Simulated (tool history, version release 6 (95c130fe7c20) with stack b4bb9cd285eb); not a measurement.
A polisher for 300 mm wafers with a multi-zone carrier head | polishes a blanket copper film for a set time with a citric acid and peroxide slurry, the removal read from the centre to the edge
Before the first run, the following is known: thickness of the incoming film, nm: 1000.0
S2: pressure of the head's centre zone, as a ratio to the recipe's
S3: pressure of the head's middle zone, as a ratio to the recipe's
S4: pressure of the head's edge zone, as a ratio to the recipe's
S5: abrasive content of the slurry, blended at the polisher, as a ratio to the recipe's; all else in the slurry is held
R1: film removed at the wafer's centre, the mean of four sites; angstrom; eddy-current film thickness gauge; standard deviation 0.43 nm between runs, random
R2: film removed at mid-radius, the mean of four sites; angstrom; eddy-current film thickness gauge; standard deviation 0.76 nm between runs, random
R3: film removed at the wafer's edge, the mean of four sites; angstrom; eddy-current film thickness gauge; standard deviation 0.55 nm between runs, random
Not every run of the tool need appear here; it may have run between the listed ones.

{"run": 1, "hour": 0.0, "flow of slurry (ml/min)": 265, "S2": 1, "S3": 1, "S4": 1, "S5": 1, "polishing time (s)": 88, "R1": 1172.3, "R2": 1190, "R3": 1246.1}
{"run": 2, "hour": 3.0, "flow of slurry (ml/min)": 275, "S2": 1.01, "S3": 0.99, "S4": 0.95, "S5": 0.85, "polishing time (s)": 76, "R1": 1012.1, "R2": 1007.6, "R3": 1006}
{"run": 3, "hour": 7.7, "flow of slurry (ml/min)": 335, "S2": 1.01, "S3": 0.99, "S4": 0.95, "S5": 0.85, "polishing time (s)": 76, "R1": 1051.1, "R2": 1003.6, "R3": 1052.3}
{"run": 4, "hour": 13.4, "flow of slurry (ml/min)": 335, "S2": 1.01, "S3": 0.99, "S4": 1.01, "S5": 0.85, "polishing time (s)": 76, "R1": 1043.9, "R2": 1004.1, "R3": 1076}
{"run": 5, "hour": 18.1, "flow of slurry (ml/min)": 280, "S2": 1.01, "S3": 0.99, "S4": 1.01, "S5": 0.85, "polishing time (s)": 76, "R1": 1010.9, "R2": 993.75, "R3": 1036.7}
{"run": 6, "hour": 26.1, "flow of slurry (ml/min)": 280, "S2": 1.01, "S3": 0.99, "S4": 1.01, "S5": 0.85, "polishing time (s)": 96, "R1": 1281.9, "R2": 1268.1, "R3": 1315.2}
{"run": 7, "hour": 31.9, "flow of slurry (ml/min)": 260, "S2": 1, "S3": 0.95, "S4": 0.96, "S5": 0.75, "polishing time (s)": 84, "R1": 1065.6, "R2": 997.11, "R3": 1095}
{"run": 8, "hour": 34.7, "flow of slurry (ml/min)": 240, "S2": 1, "S3": 0.96, "S4": 0.92, "S5": 0.65, "polishing time (s)": 75, "R1": 897.67, "R2": 879.47, "R3": 921.27}
{"hour": 37.2, "done": "slurry nozzle cleaned"}
{"run": 9, "hour": 37.2, "flow of slurry (ml/min)": 235, "S2": 1.02, "S3": 0.96, "S4": 0.89, "S5": 0.6, "polishing time (s)": 69, "R1": 933.47, "R2": 857.37, "R3": 884.08}
{"run": 10, "hour": 44.8, "flow of slurry (ml/min)": 240, "S2": 1.01, "S3": 0.96, "S4": 0.87, "S5": 0.55, "polishing time (s)": 62, "R1": 821.11, "R2": 753.79, "R3": 777.46}

Run 11 has not been measured yet. What should we expect?
{"run": 11, "hour": 47.7, "flow of slurry (ml/min)": 240, "S2": 1, "S3": 0.96, "S4": 0.85, "S5": 0.55, "polishing time (s)": 59, "R1": "?", "R2": "?", "R3": "?"}

R1: 767.91 angstrom
R2: 721.36 angstrom
R3: 737 angstrom
